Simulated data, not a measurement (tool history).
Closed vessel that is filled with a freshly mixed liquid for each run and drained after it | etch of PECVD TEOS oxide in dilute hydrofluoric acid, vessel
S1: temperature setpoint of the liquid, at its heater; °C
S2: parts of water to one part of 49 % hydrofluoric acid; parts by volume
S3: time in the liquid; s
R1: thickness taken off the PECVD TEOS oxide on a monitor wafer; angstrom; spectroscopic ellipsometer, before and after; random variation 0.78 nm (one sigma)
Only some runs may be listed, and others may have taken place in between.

run,day,S1,S2,S3,R1
1,0,21,40,295,1031.9
2,0.042,20,40,295,989.87
3,0.35,18.5,40,295,938.56
4,0.679,18.5,40,295,927.08
5,0.825,18.5,40,295,934.37
6,1.183,22,40,295,1103.6
7,1.571,21,40,295,1040

Expected results for the next run?
8,1.742,20,40,295,?

Run 8 came out at R1 999.34 angstrom.

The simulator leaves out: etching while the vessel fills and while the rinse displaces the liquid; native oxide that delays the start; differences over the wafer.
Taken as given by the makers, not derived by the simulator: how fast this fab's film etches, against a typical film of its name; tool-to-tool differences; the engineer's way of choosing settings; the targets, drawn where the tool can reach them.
